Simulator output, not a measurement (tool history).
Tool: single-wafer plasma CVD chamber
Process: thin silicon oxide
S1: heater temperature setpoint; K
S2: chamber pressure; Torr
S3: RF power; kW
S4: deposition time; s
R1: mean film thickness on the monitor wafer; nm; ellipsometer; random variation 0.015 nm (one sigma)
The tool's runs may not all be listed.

Run 1, day 0: S1 683.15 K, S2 0.577 Torr, S3 0.32 kW, S4 3.64 s. Result: R1 4.4095 nm.
Run 2, day 0.071: S1 683.15 K, S2 0.595 Torr, S3 0.32 kW, S4 3.64 s. Result: R1 4.5152 nm.
Run 3, day 0.133: S1 683.15 K, S2 0.611 Torr, S3 0.32 kW, S4 3.64 s. Result: R1 4.6437 nm.
Run 4, day 0.371: S1 683.15 K, S2 0.611 Torr, S3 0.345 kW, S4 3.64 s. Result: R1 4.8411 nm.
Run 5, day 0.446: S1 683.15 K, S2 0.617 Torr, S3 0.345 kW, S4 3.64 s. Result: R1 4.8886 nm.
Run 6, day 0.529: S1 683.15 K, S2 0.622 Torr, S3 0.345 kW, S4 3.64 s. Result: R1 4.8988 nm.
Run 7, day 0.579: S1 683.15 K, S2 0.627 Torr, S3 0.345 kW, S4 3.64 s. Result: R1 4.923 nm.

Run 8 comes next. What will it give?
Run 8, day 0.796: S1 683.15 K, S2 0.627 Torr, S3 0.345 kW, S4 3.64 s. Result: R1 ?.

{"run 8": {"R1": 4.9486}}

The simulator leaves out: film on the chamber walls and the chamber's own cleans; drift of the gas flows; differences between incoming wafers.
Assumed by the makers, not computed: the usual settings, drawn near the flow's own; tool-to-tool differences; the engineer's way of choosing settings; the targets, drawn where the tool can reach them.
